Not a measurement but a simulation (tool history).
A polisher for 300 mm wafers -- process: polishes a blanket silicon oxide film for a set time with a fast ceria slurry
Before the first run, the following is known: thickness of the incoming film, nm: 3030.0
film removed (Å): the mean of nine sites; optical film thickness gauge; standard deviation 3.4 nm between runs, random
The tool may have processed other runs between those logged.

run	day	flow of slurry (ml/min)	pressure of the wafer on the pad (psi)	speed of the pad under the wafer (m/s)	polishing time (s)	film removed (Å)
1	0	295	2.5	0.98	48	6841.7
2	0.133	295	2.2	0.98	48	6061.7
3	0.158	295	2	0.98	48	5454.9
4	0.35	295	1.9	0.98	48	5270.3
5	0.621	295	1.9	1.1	48	5907.7
6	0.821	295	1.9	1.28	48	6831.7
7	0.896	290	1.7	1.24	48	5976.9
8	1.017	280	1.5	1.24	48	5214.7
9	1.225	255	1.5	1.24	48	5257.1
10	1.504	255	1.1	1.2	48	3811.7
11	1.679	285	1.1	1.2	48	3786.7

Run 12 is up next; what results do you expect?
12	1.804	285	1.2	1.2	48	?

Logged for run 12: film removed (Å) 4161.6.

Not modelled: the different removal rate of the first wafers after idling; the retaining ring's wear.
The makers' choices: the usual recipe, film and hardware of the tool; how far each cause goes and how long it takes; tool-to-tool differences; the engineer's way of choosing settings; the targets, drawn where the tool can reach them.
